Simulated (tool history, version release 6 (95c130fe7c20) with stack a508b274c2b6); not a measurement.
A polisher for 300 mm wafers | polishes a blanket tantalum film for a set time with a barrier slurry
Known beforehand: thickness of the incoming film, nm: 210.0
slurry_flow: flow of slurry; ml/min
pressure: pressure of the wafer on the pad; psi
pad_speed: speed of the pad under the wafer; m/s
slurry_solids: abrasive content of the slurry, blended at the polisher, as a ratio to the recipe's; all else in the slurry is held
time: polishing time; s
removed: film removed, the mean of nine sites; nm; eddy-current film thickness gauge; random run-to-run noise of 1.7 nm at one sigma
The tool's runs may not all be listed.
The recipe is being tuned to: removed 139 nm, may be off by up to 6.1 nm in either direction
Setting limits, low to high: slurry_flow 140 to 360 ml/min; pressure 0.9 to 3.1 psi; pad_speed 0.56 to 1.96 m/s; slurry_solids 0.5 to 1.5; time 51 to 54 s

{"run": 1, "hour": 0.0, "slurry_flow": 230, "pressure": 2, "pad_speed": 1.26, "slurry_solids": 1, "time": 51, "removed": 92.347}
{"run": 2, "hour": 6.0, "slurry_flow": 230, "pressure": 2, "pad_speed": 1, "slurry_solids": 1, "time": 51, "removed": 77.43}
{"run": 3, "hour": 13.7, "slurry_flow": 230, "pressure": 2, "pad_speed": 1, "slurry_solids": 1.15, "time": 51, "removed": 80.178}
{"run": 4, "hour": 21.6, "slurry_flow": 230, "pressure": 2, "pad_speed": 1, "slurry_solids": 1.35, "time": 51, "removed": 83.403}
{"run": 5, "hour": 29.6, "slurry_flow": 230, "pressure": 2.3, "pad_speed": 1.02, "slurry_solids": 1.35, "time": 51, "removed": 97.043}
{"run": 6, "hour": 37.4, "slurry_flow": 230, "pressure": 2.5, "pad_speed": 1.04, "slurry_solids": 1.35, "time": 51, "removed": 107.72}
{"run": 7, "hour": 46.1, "slurry_flow": 230, "pressure": 2.7, "pad_speed": 1.04, "slurry_solids": 1.35, "time": 51, "removed": 112.9}
{"run": 8, "hour": 50.0, "slurry_flow": 230, "pressure": 2.8, "pad_speed": 1.06, "slurry_solids": 1.35, "time": 51, "removed": 121.03}
{"run": 9, "hour": 57.0, "slurry_flow": 230, "pressure": 2.9, "pad_speed": 1.06, "slurry_solids": 1.35, "time": 51, "removed": 126.42}
{"run": 10, "hour": 65.4, "slurry_flow": 230, "pressure": 3, "pad_speed": 1.06, "slurry_solids": 1.35, "time": 51, "removed": 130}
{"run": 11, "hour": 72.2, "slurry_flow": 230, "pressure": 3, "pad_speed": 1.08, "slurry_solids": 1.35, "time": 51, "removed": 131.63}

Which single option among these 5 for the next run brings every result within its allowed miss of target? Just one does.
{"run": "A", "hour": 79.0, "slurry_flow": 220, "pressure": 3, "pad_speed": 0.82, "slurry_solids": 1.4, "time": 54, "removed": "?"}
{"run": "B", "hour": 79.0, "slurry_flow": 260, "pressure": 2.7, "pad_speed": 1.14, "slurry_solids": 1.25, "time": 51, "removed": "?"}
{"run": "C", "hour": 79.0, "slurry_flow": 290, "pressure": 3.1, "pad_speed": 0.8, "slurry_solids": 1.35, "time": 54, "removed": "?"}
{"run": "D", "hour": 79.0, "slurry_flow": 310, "pressure": 3.1, "pad_speed": 1.08, "slurry_solids": 1.4, "time": 51, "removed": "?"}
{"run": "E", "hour": 79.0, "slurry_flow": 255, "pressure": 2.7, "pad_speed": 1.06, "slurry_solids": 1.25, "time": 53, "removed": "?"}

move=A removed=113.19
move=B removed=121.96
move=C removed=117.69
move=D removed=139.86
move=E removed=119.74
A: its largest miss is bigger than the last run's
B: its largest miss is bigger than the last run's
C: its largest miss is bigger than the last run's
D: in spec on every target
E: its largest miss is bigger than the last run's
Go with D: it meets all targets.

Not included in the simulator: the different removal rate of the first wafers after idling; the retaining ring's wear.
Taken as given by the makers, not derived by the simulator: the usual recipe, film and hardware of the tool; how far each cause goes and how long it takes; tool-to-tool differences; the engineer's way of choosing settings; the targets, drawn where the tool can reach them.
